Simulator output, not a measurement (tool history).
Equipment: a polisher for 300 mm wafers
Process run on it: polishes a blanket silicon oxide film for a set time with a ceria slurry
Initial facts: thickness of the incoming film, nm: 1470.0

run	day	flow of slurry (ml/min)	pressure of the wafer on the pad (kPa)	speed of the pad under the wafer (m/s)	polishing time (s)	film removed (angstrom)
1	0	260	15.9	0.96	99	2726.1
2	0.208	260	15.9	0.78	99	2155.5
3	0.312	260	15.2	0.78	99	2069.9
4	0.408	260	15.2	0.78	104	2283.5
# day 0.55: worn pad replaced by a new one
5	0.55	290	15.2	0.78	104	2387.8
6	0.796	290	17.9	0.78	104	2801.9
7	0.833	280	16.5	0.78	104	2602.4
8	1.088	270	15.9	0.78	104	2447.7
9	1.279	265	14.5	0.78	104	2336.8

Run 10 has not been measured yet. What should we expect?
10	1.525	260	13.1	0.76	104	?

film removed (angstrom): 2059.1
